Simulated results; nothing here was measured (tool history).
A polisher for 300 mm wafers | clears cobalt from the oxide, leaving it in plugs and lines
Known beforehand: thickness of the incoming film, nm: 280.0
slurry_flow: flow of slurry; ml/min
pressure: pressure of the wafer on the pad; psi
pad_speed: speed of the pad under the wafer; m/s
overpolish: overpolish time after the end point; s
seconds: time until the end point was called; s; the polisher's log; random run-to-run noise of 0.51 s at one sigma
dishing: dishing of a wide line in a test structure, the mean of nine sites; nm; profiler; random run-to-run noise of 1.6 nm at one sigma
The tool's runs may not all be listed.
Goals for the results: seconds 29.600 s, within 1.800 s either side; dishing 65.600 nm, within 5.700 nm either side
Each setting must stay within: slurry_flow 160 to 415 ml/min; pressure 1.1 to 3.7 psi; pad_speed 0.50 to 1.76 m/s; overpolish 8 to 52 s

{"run": 1, "hour": 0.0, "slurry_flow": 265, "pressure": 2.4, "pad_speed": 1.12, "overpolish": 26, "seconds": 48.332, "dishing": 59.288}
{"run": 2, "hour": 7.5, "slurry_flow": 265, "pressure": 2.5, "pad_speed": 1.12, "overpolish": 26, "seconds": 47.637, "dishing": 62.837}
{"run": 3, "hour": 8.3, "slurry_flow": 265, "pressure": 3.0, "pad_speed": 1.12, "overpolish": 26, "seconds": 39.083, "dishing": 63.11}
{"run": 4, "hour": 15.3, "slurry_flow": 265, "pressure": 3.1, "pad_speed": 1.12, "overpolish": 26, "seconds": 38.133, "dishing": 64.342}
{"run": 5, "hour": 16.2, "slurry_flow": 265, "pressure": 2.6, "pad_speed": 1.12, "overpolish": 26, "seconds": 46.141, "dishing": 64.254}
{"run": 6, "hour": 17.2, "slurry_flow": 220, "pressure": 2.6, "pad_speed": 1.12, "overpolish": 26, "seconds": 48.675, "dishing": 64.426}
{"run": 7, "hour": 23.4, "slurry_flow": 230, "pressure": 2.7, "pad_speed": 1.12, "overpolish": 26, "seconds": 44.28, "dishing": 61.625}
{"run": 8, "hour": 25.9, "slurry_flow": 230, "pressure": 2.8, "pad_speed": 1.12, "overpolish": 26, "seconds": 43.498, "dishing": 64.853}
{"run": 9, "hour": 27.3, "slurry_flow": 235, "pressure": 2.9, "pad_speed": 1.12, "overpolish": 25, "seconds": 41.897, "dishing": 59.489}
{"run": 10, "hour": 33.2, "slurry_flow": 240, "pressure": 3.0, "pad_speed": 1.12, "overpolish": 26, "seconds": 39.939, "dishing": 65.15}
{"run": 11, "hour": 36.7, "slurry_flow": 225, "pressure": 3.6, "pad_speed": 1.22, "overpolish": 14, "seconds": 32.296, "dishing": 58.529}

Below are 5 possible settings for the next run. Only one of them brings all results inside the allowed miss of their targets. Which is it?
{"run": "A", "hour": 40.2, "slurry_flow": 285, "pressure": 3.5, "pad_speed": 1.36, "overpolish": 32, "seconds": "?", "dishing": "?"}
{"run": "B", "hour": 40.2, "slurry_flow": 230, "pressure": 3.2, "pad_speed": 1.22, "overpolish": 28, "seconds": "?", "dishing": "?"}
{"run": "C", "hour": 40.2, "slurry_flow": 295, "pressure": 3.6, "pad_speed": 1.42, "overpolish": 8, "seconds": "?", "dishing": "?"}
{"run": "D", "hour": 40.2, "slurry_flow": 275, "pressure": 3.6, "pad_speed": 1.64, "overpolish": 16, "seconds": "?", "dishing": "?"}
{"run": "E", "hour": 40.2, "slurry_flow": 240, "pressure": 3.3, "pad_speed": 1.3, "overpolish": 22, "seconds": "?", "dishing": "?"}

move=A seconds=28.746 dishing=67.170
move=B seconds=34.937 dishing=65.900
move=C seconds=26.951 dishing=50.025
move=D seconds=24.222 dishing=64.173
move=E seconds=32.136 dishing=64.617
A: meets every target
B: further off than the last run
C: pushes the last run's worst result past its target
D: pushes the last run's worst result past its target
E: gains on the last run, yet a result remains outside its allowed miss
Move A is the one to make.

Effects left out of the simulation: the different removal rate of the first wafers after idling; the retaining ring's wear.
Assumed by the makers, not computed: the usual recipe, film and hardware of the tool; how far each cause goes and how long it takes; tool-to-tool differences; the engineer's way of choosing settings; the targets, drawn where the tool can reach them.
